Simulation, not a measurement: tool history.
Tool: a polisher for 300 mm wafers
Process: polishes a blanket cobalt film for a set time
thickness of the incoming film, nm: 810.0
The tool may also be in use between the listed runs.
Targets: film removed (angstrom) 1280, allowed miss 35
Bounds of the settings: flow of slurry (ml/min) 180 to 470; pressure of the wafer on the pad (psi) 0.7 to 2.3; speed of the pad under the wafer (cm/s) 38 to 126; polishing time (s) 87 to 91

run	hour	flow of slurry (ml/min)	pressure of the wafer on the pad (psi)	speed of the pad under the wafer (cm/s)	polishing time (s)	film removed (angstrom)
1	0	300	1.5	82	87	2487.3
2	4.4	300	1.8	82	87	2888
3	10.4	295	1.4	76	87	2189.5
4	12	295	1.2	72	87	1881.9
5	15.9	295	1	72	87	1662.3
6	23.2	295	1.3	72	87	1994.3
7	31.7	295	1.1	68	87	1661
8	33.2	295	1	68	87	1573.2
9	35.9	295	0.9	68	87	1473.8
10	37.5	295	0.8	68	87	1368.7

4 next moves are on the table. One of them brings every result within its allowed miss. Which?
A	39.1	300	0.8	70	90	?
B	39.1	280	1	62	89	?
C	39.1	345	0.7	68	87	?
D	39.1	330	0.8	74	91	?

move	film removed (angstrom)
A	1456.2
B	1473.8
C	1279.8
D	1563.7
A: further off than the last run
B: further off than the last run
C: meets every target
D: further off than the last run
Answer: C

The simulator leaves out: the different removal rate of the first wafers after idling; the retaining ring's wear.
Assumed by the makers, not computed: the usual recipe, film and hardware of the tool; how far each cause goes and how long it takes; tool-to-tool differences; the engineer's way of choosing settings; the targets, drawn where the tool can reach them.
